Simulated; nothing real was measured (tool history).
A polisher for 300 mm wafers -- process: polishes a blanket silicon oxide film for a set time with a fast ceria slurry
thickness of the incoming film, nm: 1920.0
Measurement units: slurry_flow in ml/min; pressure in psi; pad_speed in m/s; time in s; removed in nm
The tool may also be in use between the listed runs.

run  hour  slurry_flow  pressure  pad_speed  time  removed
  1     0          190       1.8       0.98    41   386.17
  2   6.8          190       1.8       0.82    41   331.38
  3   7.8          190       1.6       0.82    41   291.62
  4  15.1          185       1.5       0.82    41   272.53
  5  18.9          180       1.4       0.82    41   255.51
  6  19.5          175       1.3       0.82    41   236.79
  7  22.1          165       1.3       0.82    41   235.04

Run 8 has not been measured yet. What should we expect?
  8  25.9          155       1.3       0.82    41        ?

Logged for run 8: removed 231.49 nm.

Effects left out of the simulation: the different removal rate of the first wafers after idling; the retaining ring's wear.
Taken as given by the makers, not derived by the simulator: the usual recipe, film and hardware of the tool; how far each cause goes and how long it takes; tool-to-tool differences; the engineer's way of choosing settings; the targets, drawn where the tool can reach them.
